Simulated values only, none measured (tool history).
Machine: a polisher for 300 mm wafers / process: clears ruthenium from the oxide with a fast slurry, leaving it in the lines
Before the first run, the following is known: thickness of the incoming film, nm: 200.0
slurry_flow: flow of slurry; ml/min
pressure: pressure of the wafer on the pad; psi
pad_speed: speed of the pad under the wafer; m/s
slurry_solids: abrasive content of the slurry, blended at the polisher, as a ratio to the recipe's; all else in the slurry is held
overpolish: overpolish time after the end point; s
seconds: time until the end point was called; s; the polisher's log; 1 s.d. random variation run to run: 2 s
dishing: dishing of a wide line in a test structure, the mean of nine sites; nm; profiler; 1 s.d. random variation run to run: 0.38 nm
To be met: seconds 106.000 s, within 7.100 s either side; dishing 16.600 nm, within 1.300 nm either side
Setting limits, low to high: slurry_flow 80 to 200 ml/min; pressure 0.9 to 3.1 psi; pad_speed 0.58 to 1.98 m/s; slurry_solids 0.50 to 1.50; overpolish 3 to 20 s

| run | hour | slurry_flow | pressure | pad_speed | slurry_solids | overpolish | seconds | dishing |
|---|---|---|---|---|---|---|---|---|
| 1 | 0.0 | 130 | 2.0 | 1.28 | 1.00 | 10 | 63.974 | 25.833 |
| 2 | 2.9 | 130 | 1.7 | 1.26 | 1.00 | 10 | 77.201 | 23.149 |
| 3 | 8.6 | 130 | 1.7 | 1.08 | 1.00 | 10 | 85.526 | 20.098 |
| 4 | 13.8 | 130 | 1.6 | 1.06 | 1.00 | 10 | 90.983 | 18.724 |
| 5 | 16.5 | 130 | 1.9 | 1.06 | 1.00 | 10 | 80.046 | 22.231 |
| 6 | 18.8 | 130 | 1.7 | 1.04 | 1.00 | 10 | 90.138 | 19.904 |
| 7 | 21.9 | 130 | 1.6 | 1.04 | 1.00 | 10 | 92.457 | 18.891 |
| 8 | 25.4 | 130 | 1.5 | 1.04 | 1.00 | 10 | 94.936 | 18.014 |

Which one of the following 5 next-run settings gets every result inside its allowed miss? There is exactly one.
| A | 28.9 | 130 | 2.0 | 0.82 | 0.90 | 13 | ? | ? |
| B | 28.9 | 125 | 1.3 | 1.06 | 1.05 | 8 | ? | ? |
| C | 28.9 | 85 | 1.1 | 1.28 | 1.05 | 10 | ? | ? |
| D | 28.9 | 125 | 0.9 | 1.48 | 0.80 | 12 | ? | ? |
| E | 28.9 | 120 | 1.2 | 1.38 | 1.00 | 9 | ? | ? |

| move | seconds | dishing |
|---|---|---|
| A | 104.330 | 21.986 |
| B | 103.810 | 13.913 |
| C | 107.330 | 16.690 |
| D | 106.630 | 19.973 |
| E | 87.352 | 18.369 |
A: puts the biggest miss on target and leaves a different result outside tolerance
B: puts the biggest miss on target and leaves a different result outside tolerance
C: meets every target
D: puts the biggest miss on target and leaves a different result outside tolerance
E: the biggest miss grows against the last run
C meets every target.
